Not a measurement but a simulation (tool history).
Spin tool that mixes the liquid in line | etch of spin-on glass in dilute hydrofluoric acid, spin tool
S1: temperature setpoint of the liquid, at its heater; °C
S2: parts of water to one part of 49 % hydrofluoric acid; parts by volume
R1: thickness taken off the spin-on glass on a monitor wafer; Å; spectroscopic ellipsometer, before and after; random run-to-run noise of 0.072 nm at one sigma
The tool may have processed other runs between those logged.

run 1 day=0 | S1=26 S2=250 time_under_the_liquid_(s)=75 | R1=208.66
run 2 day=0.046 | S1=25.5 S2=255 time_under_the_liquid_(s)=75 | R1=198.77
run 3 day=0.279 | S1=25 S2=260 time_under_the_liquid_(s)=75 | R1=191.3
run 4 day=0.588 | S1=24.5 S2=265 time_under_the_liquid_(s)=75 | R1=183.82
run 5 day=0.954 | S1=24 S2=270 time_under_the_liquid_(s)=75 | R1=176.58
run 6 day=1.075 | S1=25.5 S2=270 time_under_the_liquid_(s)=75 | R1=185.51
run 7 day=1.396 | S1=25.5 S2=270 time_under_the_liquid_(s)=75 | R1=185.9
run 8 day=1.438 | S1=25 S2=275 time_under_the_liquid_(s)=75 | R1=178.01
run 9 day=1.742 | S1=24.5 S2=280 time_under_the_liquid_(s)=75 | R1=169.44

Expected results for the next run?
run 10 day=2.038 | S1=24 S2=280 time_under_the_liquid_(s)=75 | R1=?

{"run 10": {"R1": 167.77}}

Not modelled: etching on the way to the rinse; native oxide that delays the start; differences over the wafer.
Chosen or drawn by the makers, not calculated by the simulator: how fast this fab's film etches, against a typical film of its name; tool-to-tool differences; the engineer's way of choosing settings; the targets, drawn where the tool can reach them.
